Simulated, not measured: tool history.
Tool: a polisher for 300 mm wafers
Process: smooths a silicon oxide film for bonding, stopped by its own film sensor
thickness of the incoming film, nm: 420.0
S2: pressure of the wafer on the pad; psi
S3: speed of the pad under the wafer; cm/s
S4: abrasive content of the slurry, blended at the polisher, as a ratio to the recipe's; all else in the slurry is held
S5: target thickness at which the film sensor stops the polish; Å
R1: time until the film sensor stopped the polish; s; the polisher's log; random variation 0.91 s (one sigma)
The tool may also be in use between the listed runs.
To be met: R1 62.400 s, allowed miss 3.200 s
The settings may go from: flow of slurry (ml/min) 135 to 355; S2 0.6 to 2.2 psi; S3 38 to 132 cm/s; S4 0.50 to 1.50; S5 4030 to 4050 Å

run 1 day=0.000 | flow_of_slurry_(ml/min)=225 S2=1.4 S3=84 S4=1.00 S5=4030 | R1=32.100
run 2 day=0.238 | flow_of_slurry_(ml/min)=225 S2=1.4 S3=84 S4=1.00 S5=4030 | R1=32.396
run 3 day=0.558 | flow_of_slurry_(ml/min)=195 S2=1.4 S3=84 S4=1.00 S5=4030 | R1=32.868
run 4 day=0.879 | flow_of_slurry_(ml/min)=195 S2=1.3 S3=82 S4=1.00 S5=4030 | R1=35.505
run 5 day=1.154 | flow_of_slurry_(ml/min)=195 S2=1.3 S3=98 S4=1.00 S5=4030 | R1=31.777
run 6 day=1.500 | flow_of_slurry_(ml/min)=195 S2=1.3 S3=118 S4=1.00 S5=4030 | R1=27.445
run 7 day=1.633 | flow_of_slurry_(ml/min)=195 S2=1.2 S3=114 S4=1.00 S5=4030 | R1=29.684
run 8 day=1.792 | flow_of_slurry_(ml/min)=195 S2=1.1 S3=108 S4=1.00 S5=4030 | R1=31.820
run 9 day=1.988 | flow_of_slurry_(ml/min)=195 S2=1.0 S3=102 S4=1.00 S5=4030 | R1=36.230
run 10 day=2.162 | flow_of_slurry_(ml/min)=195 S2=1.0 S3=98 S4=1.00 S5=4030 | R1=37.664
run 11 day=2.317 | flow_of_slurry_(ml/min)=195 S2=1.0 S3=98 S4=1.00 S5=4030 | R1=37.809
run 12 day=2.429 | flow_of_slurry_(ml/min)=195 S2=1.0 S3=94 S4=1.00 S5=4030 | R1=38.284
run 13 day=2.600 | flow_of_slurry_(ml/min)=195 S2=1.0 S3=90 S4=1.00 S5=4030 | R1=39.388
run 14 day=2.704 | flow_of_slurry_(ml/min)=195 S2=1.0 S3=86 S4=1.00 S5=4030 | R1=41.053
run 15 day=2.738 | flow_of_slurry_(ml/min)=195 S2=1.0 S3=84 S4=1.00 S5=4030 | R1=40.914
run 16 day=2.908 | flow_of_slurry_(ml/min)=195 S2=1.0 S3=80 S4=1.00 S5=4030 | R1=41.862
run 17 day=3.096 | flow_of_slurry_(ml/min)=195 S2=1.0 S3=78 S4=1.00 S5=4030 | R1=44.402
run 18 day=3.208 | flow_of_slurry_(ml/min)=195 S2=1.0 S3=76 S4=1.00 S5=4030 | R1=45.216
run 19 day=3.550 | flow_of_slurry_(ml/min)=195 S2=1.0 S3=74 S4=1.00 S5=4030 | R1=45.254

Which of these 5 next moves meets every target?
run A day=3.892 | flow_of_slurry_(ml/min)=135 S2=1.2 S3=42 S4=0.85 S5=4030 | R1=?
run B day=3.892 | flow_of_slurry_(ml/min)=170 S2=0.6 S3=74 S4=0.90 S5=4040 | R1=?
run C day=3.892 | flow_of_slurry_(ml/min)=220 S2=0.7 S3=64 S4=0.85 S5=4030 | R1=?
run D day=3.892 | flow_of_slurry_(ml/min)=135 S2=1.0 S3=78 S4=0.60 S5=4040 | R1=?
run E day=3.892 | flow_of_slurry_(ml/min)=150 S2=0.9 S3=58 S4=0.80 S5=4030 | R1=?

move=A R1=70.777
move=B R1=62.430
move=C R1=68.079
move=D R1=74.149
move=E R1=71.099
A: takes the result that was furthest off past its target
B: meets every target
C: takes the result that was furthest off past its target
D: takes the result that was furthest off past its target
E: takes the result that was furthest off past its target
Move B is the one to make.
